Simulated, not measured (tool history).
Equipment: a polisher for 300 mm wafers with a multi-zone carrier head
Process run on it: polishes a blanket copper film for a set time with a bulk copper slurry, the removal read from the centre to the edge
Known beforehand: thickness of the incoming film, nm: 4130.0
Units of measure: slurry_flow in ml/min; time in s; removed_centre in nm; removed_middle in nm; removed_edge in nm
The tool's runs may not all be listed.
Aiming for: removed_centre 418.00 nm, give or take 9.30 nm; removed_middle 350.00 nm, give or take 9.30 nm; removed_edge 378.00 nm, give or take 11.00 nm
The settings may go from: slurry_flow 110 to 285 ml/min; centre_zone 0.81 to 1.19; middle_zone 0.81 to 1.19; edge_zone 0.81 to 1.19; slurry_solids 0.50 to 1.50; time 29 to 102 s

| run | hour | slurry_flow | centre_zone | middle_zone | edge_zone | slurry_solids | time | removed_centre | removed_middle | removed_edge |
|---|---|---|---|---|---|---|---|---|---|---|
| 1 | 0.0 | 180 | 1.00 | 1.00 | 1.00 | 1.00 | 65 | 773.22 | 805.77 | 770.83 |
| 2 | 0.8 | 180 | 1.00 | 1.00 | 1.00 | 0.80 | 65 | 717.17 | 739.13 | 721.26 |
| 3 | 2.3 | 175 | 1.00 | 0.98 | 0.98 | 0.75 | 62 | 671.26 | 671.60 | 671.31 |
| 4 | 3.0 | 175 | 1.00 | 0.97 | 0.96 | 0.70 | 59 | 617.49 | 622.08 | 610.16 |
| 5 | 9.5 | 175 | 1.00 | 0.97 | 0.96 | 0.70 | 53 | 555.52 | 559.40 | 556.14 |
| 6 | 18.0 | 170 | 1.01 | 0.95 | 0.94 | 0.70 | 52 | 548.09 | 538.81 | 527.38 |
| 7 | 26.4 | 165 | 1.01 | 0.93 | 0.94 | 0.70 | 51 | 527.36 | 523.45 | 525.79 |
| 8 | 33.8 | 170 | 1.02 | 0.92 | 0.94 | 0.70 | 49 | 526.43 | 503.59 | 494.33 |
| 9 | 38.8 | 165 | 1.02 | 0.91 | 0.95 | 0.70 | 48 | 507.82 | 490.62 | 493.27 |
| 10 | 44.1 | 165 | 1.03 | 0.90 | 0.95 | 0.70 | 47 | 498.20 | 475.34 | 484.47 |

5 candidate next runs follow, results not yet known. Just one meets every target within its allowed miss. Identify it.
| A | 49.4 | 215 | 1.13 | 0.84 | 1.14 | 0.50 | 61 | ? | ? | ? |
| B | 49.4 | 165 | 0.95 | 1.17 | 0.92 | 1.15 | 55 | ? | ? | ? |
| C | 49.4 | 135 | 1.19 | 0.85 | 0.88 | 0.50 | 39 | ? | ? | ? |
| D | 49.4 | 175 | 1.09 | 0.81 | 0.92 | 0.85 | 34 | ? | ? | ? |
| E | 49.4 | 225 | 0.87 | 1.08 | 0.87 | 0.80 | 57 | ? | ? | ? |

| move | removed_centre | removed_middle | removed_edge |
|---|---|---|---|
| A | 640.00 | 527.57 | 594.24 |
| B | 642.98 | 765.30 | 657.58 |
| C | 394.25 | 314.28 | 327.11 |
| D | 414.34 | 347.81 | 372.55 |
| E | 573.00 | 701.45 | 615.04 |
A: misses by more than the last run did
B: misses by more than the last run did
C: takes the result that was furthest off past its target
D: hits every target within its allowed miss
E: misses by more than the last run did
Answer: D
